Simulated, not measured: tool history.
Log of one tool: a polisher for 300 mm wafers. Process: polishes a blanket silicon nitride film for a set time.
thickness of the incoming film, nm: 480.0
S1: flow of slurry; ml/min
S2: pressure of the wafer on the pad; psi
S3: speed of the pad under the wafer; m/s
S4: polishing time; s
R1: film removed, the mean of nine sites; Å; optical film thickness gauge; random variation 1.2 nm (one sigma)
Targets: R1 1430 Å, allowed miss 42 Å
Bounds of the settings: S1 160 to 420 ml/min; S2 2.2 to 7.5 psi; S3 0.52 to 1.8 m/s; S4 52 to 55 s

run 1 hour=0 | S1=270 S2=4.8 S3=1.16 S4=52 | R1=1118.6
run 2 hour=1.8 | S1=270 S2=5 S3=1.16 S4=52 | R1=1172.3
run 3 hour=8.7 | S1=270 S2=5.1 S3=1.16 S4=52 | R1=1191.6
run 4 hour=17.5 | S1=330 S2=5.1 S3=1.16 S4=52 | R1=1228.8
run 5 hour=25.7 | S1=330 S2=3.9 S3=1.16 S4=52 | R1=954.17
run 6 hour=29.4 | S1=330 S2=3.9 S3=1.16 S4=52 | R1=935.82
run 7 hour=33.5 | S1=330 S2=3.9 S3=1.16 S4=52 | R1=929.72
run 8 hour=38.7 | S1=330 S2=3.9 S3=1.16 S4=52 | R1=935.65
run 9 hour=44.8 | S1=330 S2=4.1 S3=1.16 S4=52 | R1=999.58
run 10 hour=45.4 | S1=335 S2=4.3 S3=1.16 S4=52 | R1=1055.5
run 11 hour=54.3 | S1=340 S2=4.4 S3=1.16 S4=52 | R1=1047.2
run 12 hour=60.6 | S1=340 S2=4.6 S3=1.16 S4=52 | R1=1113
run 13 hour=69 | S1=345 S2=4.7 S3=1.16 S4=52 | R1=1110

Which of these 5 next moves meets every target?
run A hour=77.4 | S1=335 S2=3.4 S3=1.18 S4=52 | R1=?
run B hour=77.4 | S1=330 S2=4.6 S3=0.66 S4=52 | R1=?
run C hour=77.4 | S1=360 S2=4.5 S3=1.32 S4=55 | R1=?
run D hour=77.4 | S1=385 S2=6.8 S3=0.84 S4=55 | R1=?
run E hour=77.4 | S1=330 S2=4 S3=1.18 S4=52 | R1=?

move=A R1=829.57
move=B R1=780.34
move=C R1=1243.9
move=D R1=1405.9
move=E R1=968.59
A: further off than the last run
B: further off than the last run
C: nearer than the last run, and not there yet
D: meets every target
E: further off than the last run
Move D is the one to make.
